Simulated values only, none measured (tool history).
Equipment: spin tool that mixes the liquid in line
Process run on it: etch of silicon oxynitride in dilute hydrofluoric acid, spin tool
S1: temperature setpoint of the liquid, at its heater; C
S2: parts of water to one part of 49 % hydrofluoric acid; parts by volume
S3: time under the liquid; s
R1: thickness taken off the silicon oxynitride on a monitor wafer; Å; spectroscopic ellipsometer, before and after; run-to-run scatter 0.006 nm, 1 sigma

| run | day | S1 | S2 | S3 | R1 |
|---|---|---|---|---|---|
| 1 | 0 | 25 | 160 | 95 | 12.725 |
| 2 | 0.183 | 25 | 160 | 95 | 12.408 |
| 3 | 0.408 | 25 | 160 | 75 | 9.8578 |
| 4 | 0.675 | 23 | 160 | 75 | 9.0771 |
| 5 | 1 | 20 | 160 | 75 | 7.8718 |
| 6 | 1.233 | 20 | 205 | 75 | 6.0363 |
| 7 | 1.588 | 20.5 | 205 | 75 | 6.0836 |

Run 8 comes next. What will it give?
| 8 | 1.904 | 21 | 205 | 75 | ? |

Run 8 yielded R1 6.2933 Å.
